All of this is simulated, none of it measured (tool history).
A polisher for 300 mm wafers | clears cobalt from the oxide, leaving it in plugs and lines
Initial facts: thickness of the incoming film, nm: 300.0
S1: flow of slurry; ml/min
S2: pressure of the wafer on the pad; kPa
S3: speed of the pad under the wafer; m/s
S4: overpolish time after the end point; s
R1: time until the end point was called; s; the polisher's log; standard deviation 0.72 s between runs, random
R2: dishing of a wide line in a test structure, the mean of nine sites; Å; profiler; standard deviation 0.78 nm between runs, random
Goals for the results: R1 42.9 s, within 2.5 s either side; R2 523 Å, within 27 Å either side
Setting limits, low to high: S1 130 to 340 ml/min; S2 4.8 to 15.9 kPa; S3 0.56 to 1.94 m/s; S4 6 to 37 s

{"run": 1, "hour": 0.0, "S1": 220, "S2": 10.3, "S3": 1.24, "S4": 19, "R1": 69.96, "R2": 474.56}
{"run": 2, "hour": 7.5, "S1": 220, "S2": 10.3, "S3": 1.36, "S4": 19, "R1": 66.429, "R2": 482.65}
{"run": 3, "hour": 11.6, "S1": 220, "S2": 11.7, "S3": 1.38, "S4": 18, "R1": 59.044, "R2": 518.89}
{"run": 4, "hour": 19.8, "S1": 220, "S2": 11.7, "S3": 1.38, "S4": 14, "R1": 56.61, "R2": 451.4}
{"run": 5, "hour": 25.3, "S1": 220, "S2": 11.7, "S3": 1.24, "S4": 14, "R1": 62.904, "R2": 421.46}
{"run": 6, "hour": 34.0, "S1": 255, "S2": 11.7, "S3": 1.24, "S4": 14, "R1": 61.662, "R2": 428.51}
{"run": 7, "hour": 35.1, "S1": 255, "S2": 14.5, "S3": 1.28, "S4": 14, "R1": 50.016, "R2": 476.6}
{"run": 8, "hour": 41.9, "S1": 255, "S2": 15.2, "S3": 1.3, "S4": 14, "R1": 47.431, "R2": 502.61}
{"run": 9, "hour": 46.6, "S1": 255, "S2": 15.2, "S3": 1.32, "S4": 14, "R1": 44.881, "R2": 526.7}

Which of these 5 next moves meets every target?
{"run": "A", "hour": 51.3, "S1": 180, "S2": 15.9, "S3": 1.22, "S4": 18, "R1": "?", "R2": "?"}
{"run": "B", "hour": 51.3, "S1": 285, "S2": 14.5, "S3": 1.24, "S4": 16, "R1": "?", "R2": "?"}
{"run": "C", "hour": 51.3, "S1": 200, "S2": 13.1, "S3": 1.68, "S4": 14, "R1": "?", "R2": "?"}
{"run": "D", "hour": 51.3, "S1": 195, "S2": 13.1, "S3": 1.9, "S4": 12, "R1": "?", "R2": "?"}
{"run": "E", "hour": 51.3, "S1": 275, "S2": 13.1, "S3": 1.4, "S4": 15, "R1": "?", "R2": "?"}

move=A R1=50.699 R2=560.12
move=B R1=51.391 R2=527.89
move=C R1=44.02 R2=532.66
move=D R1=39.172 R2=522.89
move=E R1=50.55 R2=515.55
A: its largest miss is bigger than the last run's
B: its largest miss is bigger than the last run's
C: all results land within tolerance of their targets
D: moves the result that the last run missed by most past its target, out the other side
E: its largest miss is bigger than the last run's
C meets every target.
